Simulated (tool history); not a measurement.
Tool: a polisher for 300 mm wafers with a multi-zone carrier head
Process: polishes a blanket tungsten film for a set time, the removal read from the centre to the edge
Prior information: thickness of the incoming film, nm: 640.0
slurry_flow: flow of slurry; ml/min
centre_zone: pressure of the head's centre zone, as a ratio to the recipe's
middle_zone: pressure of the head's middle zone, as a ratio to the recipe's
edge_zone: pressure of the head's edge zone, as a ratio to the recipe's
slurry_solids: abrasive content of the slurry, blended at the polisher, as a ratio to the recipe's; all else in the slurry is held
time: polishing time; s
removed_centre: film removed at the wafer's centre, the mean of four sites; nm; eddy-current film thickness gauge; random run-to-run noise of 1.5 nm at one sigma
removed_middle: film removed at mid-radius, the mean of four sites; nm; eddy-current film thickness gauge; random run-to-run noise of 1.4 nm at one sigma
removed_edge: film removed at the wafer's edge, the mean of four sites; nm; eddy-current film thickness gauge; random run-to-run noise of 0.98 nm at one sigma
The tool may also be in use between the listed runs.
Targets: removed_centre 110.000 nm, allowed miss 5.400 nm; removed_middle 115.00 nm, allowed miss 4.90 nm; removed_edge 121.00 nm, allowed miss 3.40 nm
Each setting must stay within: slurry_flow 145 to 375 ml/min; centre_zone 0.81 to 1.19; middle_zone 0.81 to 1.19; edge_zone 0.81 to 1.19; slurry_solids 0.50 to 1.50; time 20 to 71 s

run	hour	slurry_flow	centre_zone	middle_zone	edge_zone	slurry_solids	time	removed_centre	removed_middle	removed_edge
1	0.0	240	1.00	1.00	1.00	1.00	45	183.840	180.59	189.00
2	2.6	180	1.00	1.00	1.00	1.00	45	173.930	175.57	183.74
3	8.3	180	1.00	1.06	1.00	1.00	45	174.030	186.03	183.24
4	11.1	180	1.00	1.06	1.00	1.00	38	145.800	157.50	156.54
5	12.4	145	1.00	1.06	1.00	1.00	38	140.300	153.47	150.83
6	17.6	145	0.99	1.03	0.98	0.90	37	132.850	139.06	141.26
7	25.6	145	0.96	1.01	0.96	0.85	37	125.920	131.98	138.80
8	31.9	145	0.95	1.01	0.94	0.80	37	124.350	134.06	133.10
9	36.5	145	0.93	0.99	0.93	0.75	37	118.970	126.42	130.87
10	37.8	145	0.92	0.98	0.91	0.75	37	115.070	127.43	130.15
# hour 39.3: worn pad replaced by a new one
11	39.3	145	0.92	0.97	0.90	0.70	37	129.430	138.80	142.22
12	42.6	150	0.93	0.99	0.93	0.65	36	123.380	130.80	137.30
13	46.7	150	0.92	0.96	0.91	0.70	36	126.490	131.90	135.78
14	54.9	150	0.91	0.95	0.91	0.70	35	120.280	129.42	135.31

Which one of the following 5 next-run settings gets every result inside its allowed miss? There is exactly one.
A	63.1	145	0.85	0.95	0.90	0.70	32	?	?	?
B	63.1	155	0.86	0.86	1.08	0.60	32	?	?	?
C	63.1	210	0.92	0.95	0.94	0.85	28	?	?	?
D	63.1	175	1.07	0.94	0.91	0.65	30	?	?	?
E	63.1	150	0.82	0.97	0.93	0.90	29	?	?	?

move	removed_centre	removed_middle	removed_edge
A	102.080	114.36	124.09
B	99.639	101.50	130.33
C	108.940	112.28	122.45
D	120.940	107.06	116.92
E	97.030	114.40	123.58
A: brings the result that was furthest off to its target, and leaves another outside
B: an improvement on the last run, though not all results are within tolerance
C: in spec on every target
D: takes the biggest miss from the last run beyond its target
E: brings the result that was furthest off to its target, and leaves another outside
So the answer is move C, the one that meets all the targets.
